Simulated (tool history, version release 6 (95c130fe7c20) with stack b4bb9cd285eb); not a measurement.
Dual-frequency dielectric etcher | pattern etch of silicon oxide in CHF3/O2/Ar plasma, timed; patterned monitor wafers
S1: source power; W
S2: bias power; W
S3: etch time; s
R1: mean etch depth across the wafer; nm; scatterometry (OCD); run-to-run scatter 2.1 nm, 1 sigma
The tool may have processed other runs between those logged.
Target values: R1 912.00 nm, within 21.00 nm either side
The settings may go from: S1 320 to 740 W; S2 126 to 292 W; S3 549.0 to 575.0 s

run 1 day=0.000 | S1=530 S2=209 S3=549.0 | R1=1020.30
run 2 day=0.162 | S1=600 S2=209 S3=549.0 | R1=1070.80
run 3 day=0.225 | S1=600 S2=209 S3=549.0 | R1=1070.50
run 4 day=0.417 | S1=660 S2=209 S3=549.0 | R1=1105.90
run 5 day=0.517 | S1=660 S2=226 S3=549.0 | R1=1152.50
run 6 day=0.675 | S1=610 S2=219 S3=549.0 | R1=1103.70
run 7 day=0.900 | S1=570 S2=214 S3=549.0 | R1=1062.70
run 8 day=0.992 | S1=530 S2=210 S3=549.0 | R1=1024.20
run 9 day=1.154 | S1=500 S2=207 S3=549.0 | R1=991.23
run 10 day=1.267 | S1=500 S2=207 S3=549.0 | R1=993.03
run 11 day=1.492 | S1=500 S2=207 S3=549.0 | R1=991.19
run 12 day=1.758 | S1=480 S2=205 S3=549.0 | R1=969.53
run 13 day=1.846 | S1=470 S2=204 S3=549.0 | R1=959.06
run 14 day=2.067 | S1=460 S2=203 S3=549.0 | R1=952.66

5 next moves are on the table. One of them brings every result within its allowed miss. Which?
run A day=2.288 | S1=470 S2=203 S3=563.5 | R1=?
run B day=2.288 | S1=390 S2=182 S3=549.0 | R1=?
run C day=2.288 | S1=450 S2=194 S3=560.0 | R1=?
run D day=2.288 | S1=420 S2=220 S3=568.5 | R1=?
run E day=2.288 | S1=430 S2=200 S3=549.0 | R1=?

move=A R1=983.12
move=B R1=845.86
move=C R1=940.49
move=D R1=985.69
move=E R1=918.83
A: its largest miss is bigger than the last run's
B: the result that was furthest off in the last run now lies on the other side of its target
C: better than the last run, though not everything is in spec
D: its largest miss is bigger than the last run's
E: all results land within tolerance of their targets
Correct choice: E, which meets every target
